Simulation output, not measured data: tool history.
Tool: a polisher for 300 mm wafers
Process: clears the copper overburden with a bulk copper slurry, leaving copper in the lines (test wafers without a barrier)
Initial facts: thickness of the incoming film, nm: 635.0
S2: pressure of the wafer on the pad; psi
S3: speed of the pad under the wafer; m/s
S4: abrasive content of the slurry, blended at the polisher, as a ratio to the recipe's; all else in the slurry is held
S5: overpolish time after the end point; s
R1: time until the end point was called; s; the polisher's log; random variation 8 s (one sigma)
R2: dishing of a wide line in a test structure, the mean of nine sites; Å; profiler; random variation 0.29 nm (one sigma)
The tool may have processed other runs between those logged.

run 1 hour=0 | flow_of_slurry_(ml/min)=265 S2=1.7 S3=1.02 S4=1 S5=11 | R1=139.61 R2=293.84
run 2 hour=6.9 | flow_of_slurry_(ml/min)=265 S2=1.7 S3=0.78 S4=1 S5=11 | R1=178.98 R2=256.84
run 3 hour=12.3 | flow_of_slurry_(ml/min)=265 S2=1.7 S3=0.78 S4=1.1 S5=11 | R1=175.36 R2=255.05
run 4 hour=14.3 | flow_of_slurry_(ml/min)=265 S2=2 S3=0.78 S4=1.1 S5=11 | R1=145.62 R2=278.11
run 5 hour=20.4 | flow_of_slurry_(ml/min)=265 S2=2 S3=0.78 S4=1.25 S5=11 | R1=148.35 R2=280.09
run 6 hour=24.5 | flow_of_slurry_(ml/min)=265 S2=2 S3=0.88 S4=1.25 S5=11 | R1=127.63 R2=306.57
run 7 hour=31 | flow_of_slurry_(ml/min)=265 S2=1.7 S3=0.78 S4=1.25 S5=12 | R1=174.29 R2=274.41
run 8 hour=39.9 | flow_of_slurry_(ml/min)=260 S2=1.2 S3=0.5 S4=1.2 S5=16 | R1=352.74 R2=194.7
run 9 hour=46 | flow_of_slurry_(ml/min)=260 S2=1.2 S3=0.5 S4=1.2 S5=17 | R1=350.85 R2=207.68
run 10 hour=53.4 | flow_of_slurry_(ml/min)=260 S2=1.2 S3=0.5 S4=1.2 S5=17 | R1=343.83 R2=209.11
run 11 hour=55 | flow_of_slurry_(ml/min)=260 S2=0.9 S3=0.48 S4=1.2 S5=19 | R1=486.53 R2=178.19

What does the tool deliver on the next run?
run 12 hour=56.3 | flow_of_slurry_(ml/min)=260 S2=1 S3=0.48 S4=1.2 S5=19 | R1=? R2=?

Logged for run 12: R1 439.31 s, R2 192.27 Å.

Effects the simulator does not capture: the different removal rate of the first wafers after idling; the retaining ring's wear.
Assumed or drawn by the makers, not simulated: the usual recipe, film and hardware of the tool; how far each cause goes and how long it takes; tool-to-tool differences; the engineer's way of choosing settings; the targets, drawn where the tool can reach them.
